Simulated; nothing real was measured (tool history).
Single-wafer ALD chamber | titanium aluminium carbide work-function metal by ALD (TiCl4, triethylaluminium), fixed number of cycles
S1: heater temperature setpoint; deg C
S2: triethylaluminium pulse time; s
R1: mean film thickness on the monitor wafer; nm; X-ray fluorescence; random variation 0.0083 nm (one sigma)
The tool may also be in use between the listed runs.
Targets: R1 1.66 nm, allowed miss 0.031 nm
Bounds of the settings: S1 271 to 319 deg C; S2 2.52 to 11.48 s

run  hour   S1    S2      R1
  1     0  295     7  1.8152
  2   2.9  293  6.92   1.786
  3  10.5  292  6.86  1.7903
  4  18.5  292  5.41  1.7043
  5  20.1  292  6.58  1.7571
  6    28  288  6.58  1.7432
  7  36.9  287  6.51  1.7201
  8  43.1  286  6.48  1.7294
  9    46  278  5.91  1.6445
 10  54.7  278  5.92  1.6192
 11  60.9  278  5.94  1.6242

Which of these 4 next moves meets every target?
  A  67.1  275  5.83   ?
  B  67.1  282  6.99   ?
  C  67.1  278  6.48   ?
  D  67.1  271  5.76   ?

move      R1
   A  1.5982
   B  1.7108
   C  1.6561
   D  1.5647
A: further off than the last run
B: takes the result that was furthest off past its target
C: meets every target
D: further off than the last run
The right move is C.

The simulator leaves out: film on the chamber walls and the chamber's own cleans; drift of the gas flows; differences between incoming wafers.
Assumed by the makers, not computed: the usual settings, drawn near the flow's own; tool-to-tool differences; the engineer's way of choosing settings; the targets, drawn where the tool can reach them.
